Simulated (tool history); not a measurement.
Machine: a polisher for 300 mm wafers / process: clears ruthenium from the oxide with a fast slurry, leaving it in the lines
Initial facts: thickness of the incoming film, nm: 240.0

run,day,flow of slurry (ml/min),pressure of the wafer on the pad (kPa),speed of the pad under the wafer (m/s),abrasive content of the slurry,overpolish time after the end point (s),time until the end point was called (s),dishing of a wide line in a test structure (nm)
1,0.000,280,21.4,1.26,1.0,21,41.219,30.290
2,0.217,280,22.8,1.26,1.0,18,36.816,31.164
3,0.275,280,22.8,1.30,1.0,16,36.075,29.689
4,0.429,280,22.8,1.30,0.8,16,40.544,28.954
5,0.483,280,23.4,1.30,0.8,14,39.390,28.829
6,0.583,280,24.1,1.32,0.8,12,38.112,26.989

For run 7, what comes out?
7,0.617,280,24.8,1.32,0.8,13,?,?

Run 7 produced time until the end point was called (s) 37.749, dishing of a wide line in a test structure (nm) 28.580.
